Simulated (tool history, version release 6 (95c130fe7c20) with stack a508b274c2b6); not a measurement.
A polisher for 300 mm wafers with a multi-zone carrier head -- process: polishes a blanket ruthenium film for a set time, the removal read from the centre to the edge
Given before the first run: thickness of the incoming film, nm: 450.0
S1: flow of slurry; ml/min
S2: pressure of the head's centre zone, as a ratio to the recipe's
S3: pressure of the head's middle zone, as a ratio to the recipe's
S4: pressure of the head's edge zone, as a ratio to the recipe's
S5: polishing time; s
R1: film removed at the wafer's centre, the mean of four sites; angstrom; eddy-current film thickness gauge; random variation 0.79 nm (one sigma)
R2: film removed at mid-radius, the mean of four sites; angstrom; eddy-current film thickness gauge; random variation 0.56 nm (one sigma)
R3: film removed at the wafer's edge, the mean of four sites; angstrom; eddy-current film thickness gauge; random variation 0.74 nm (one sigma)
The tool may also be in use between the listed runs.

Run 1, hour 0.0: S1 185 ml/min, S2 1.00, S3 1.00, S4 1.00, S5 81 s. Result: R1 1044.70 angstrom, R2 1028.70 angstrom, R3 1032.50 angstrom.
Run 2, hour 1.3: S1 155 ml/min, S2 1.00, S3 1.00, S4 1.00, S5 81 s. Result: R1 1019.10 angstrom, R2 1018.10 angstrom, R3 1036.30 angstrom.
Run 3, hour 7.0: S1 155 ml/min, S2 0.96, S3 1.00, S4 1.00, S5 81 s. Result: R1 974.43 angstrom, R2 1015.20 angstrom, R3 1033.00 angstrom.
Run 4, hour 13.5: S1 185 ml/min, S2 0.96, S3 1.00, S4 1.00, S5 81 s. Result: R1 1014.30 angstrom, R2 1045.00 angstrom, R3 1048.90 angstrom.
Run 5, hour 17.9: S1 185 ml/min, S2 0.96, S3 1.00, S4 1.00, S5 69 s. Result: R1 862.76 angstrom, R2 884.09 angstrom, R3 896.53 angstrom.
At hour 19.0: worn pad replaced by a new one.
Run 6, hour 19.0: S1 180 ml/min, S2 0.94, S3 1.02, S4 0.97, S5 69 s. Result: R1 874.19 angstrom, R2 943.13 angstrom, R3 920.02 angstrom.
Run 7, hour 26.6: S1 185 ml/min, S2 0.93, S3 1.04, S4 0.96, S5 66 s. Result: R1 840.67 angstrom, R2 910.36 angstrom, R3 897.60 angstrom.

Expected results for the next run?
Run 8, hour 27.9: S1 135 ml/min, S2 0.89, S3 1.14, S4 0.86, S5 65 s. Result: R1 ?, R2 ?, R3 ?.

R1: 755.44 angstrom
R2: 935.14 angstrom
R3: 808.92 angstrom

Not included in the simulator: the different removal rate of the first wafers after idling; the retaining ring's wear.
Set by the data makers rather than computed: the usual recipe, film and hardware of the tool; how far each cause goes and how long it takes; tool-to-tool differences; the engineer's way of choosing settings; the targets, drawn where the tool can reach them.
